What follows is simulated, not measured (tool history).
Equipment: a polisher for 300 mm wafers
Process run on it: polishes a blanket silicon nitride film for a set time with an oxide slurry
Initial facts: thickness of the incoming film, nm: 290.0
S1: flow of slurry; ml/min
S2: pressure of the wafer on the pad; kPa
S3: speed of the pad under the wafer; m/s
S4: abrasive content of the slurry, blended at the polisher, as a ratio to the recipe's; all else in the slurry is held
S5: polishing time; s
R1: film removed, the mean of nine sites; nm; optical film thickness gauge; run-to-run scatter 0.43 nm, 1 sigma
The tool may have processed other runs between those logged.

| run | hour | S1 | S2 | S3 | S4 | S5 | R1 |
|---|---|---|---|---|---|---|---|
| 1 | 0 | 295 | 23.4 | 1.16 | 1 | 104 | 64.09 |
| 2 | 3.3 | 295 | 23.4 | 1.16 | 0.8 | 104 | 57.737 |
| 3 | 9.7 | 295 | 18.6 | 1.16 | 0.8 | 104 | 46.488 |
| 4 | 13.5 | 295 | 17.9 | 1.16 | 0.8 | 104 | 46.011 |
| 5 | 22.4 | 295 | 17.9 | 1.16 | 0.8 | 109 | 47.891 |
| 6 | 24.6 | 295 | 17.9 | 1.16 | 0.65 | 109 | 42.533 |
| 7 | 33.4 | 295 | 17.2 | 1.16 | 0.65 | 109 | 41.023 |
| 8 | 40 | 295 | 16.5 | 1.16 | 0.65 | 109 | 40.266 |

Run 9 is up next; what results do you expect?
| 9 | 41.8 | 295 | 15.9 | 1.16 | 0.65 | 109 | ? |

R1: 38.31 nm

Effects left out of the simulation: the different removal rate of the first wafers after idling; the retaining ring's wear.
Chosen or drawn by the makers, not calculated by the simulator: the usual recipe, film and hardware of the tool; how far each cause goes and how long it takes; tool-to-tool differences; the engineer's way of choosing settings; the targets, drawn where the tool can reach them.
